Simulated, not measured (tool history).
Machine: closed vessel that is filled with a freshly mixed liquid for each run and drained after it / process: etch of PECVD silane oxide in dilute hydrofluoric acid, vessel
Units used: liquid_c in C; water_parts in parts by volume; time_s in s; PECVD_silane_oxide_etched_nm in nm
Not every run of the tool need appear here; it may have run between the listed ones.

run	hour	liquid_c	water_parts	time_s	PECVD_silane_oxide_etched_nm
1	0	20	50	30	21.518
2	6.6	22	45	30	26.293
3	13.8	22	45	30	26.209
4	22.6	22	45	30	26.259
5	25.5	25	45	30	29.474
6	33.3	25	45	30	29.824
7	36.7	25.5	40	30	34.163
8	40.5	25.5	40	30	34.438
9	44.6	26	40	30	35.021
10	49.7	26.5	40	30	35.745

Forecast run 11:
11	51.6	27	40	30	?

Run 11 gave PECVD_silane_oxide_etched_nm 36.531 nm.

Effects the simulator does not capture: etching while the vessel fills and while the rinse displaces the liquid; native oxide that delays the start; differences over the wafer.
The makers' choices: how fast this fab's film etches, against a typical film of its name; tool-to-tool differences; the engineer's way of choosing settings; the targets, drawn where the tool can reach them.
